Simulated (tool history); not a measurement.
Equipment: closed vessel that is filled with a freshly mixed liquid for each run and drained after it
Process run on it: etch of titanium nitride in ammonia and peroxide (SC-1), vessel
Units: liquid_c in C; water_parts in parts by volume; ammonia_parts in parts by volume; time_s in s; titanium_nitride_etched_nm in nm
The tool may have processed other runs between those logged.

run  hour  liquid_c  water_parts  ammonia_parts  time_s  titanium_nitride_etched_nm
  1     0        52            8            0.6    1185                      101.68
  2     9        47            8            0.6    1185                      71.721
  3  10.8        47          9.5            0.6    1185                      65.208
  4  14.5        47          9.5            0.5    1185                      63.227
  5  22.3        47          9.5            0.7    1185                      67.044
  6  28.4      40.5          9.5            0.7    1185                      42.209
  7  30.7        43          9.5            0.7    1185                      50.003
  8  32.6        45          9.5            0.7    1185                      57.878

Forecast run 9:
  9  35.4      46.5          9.5            0.7    1185                           ?

Run 9 produced titanium_nitride_etched_nm 64.529 nm.
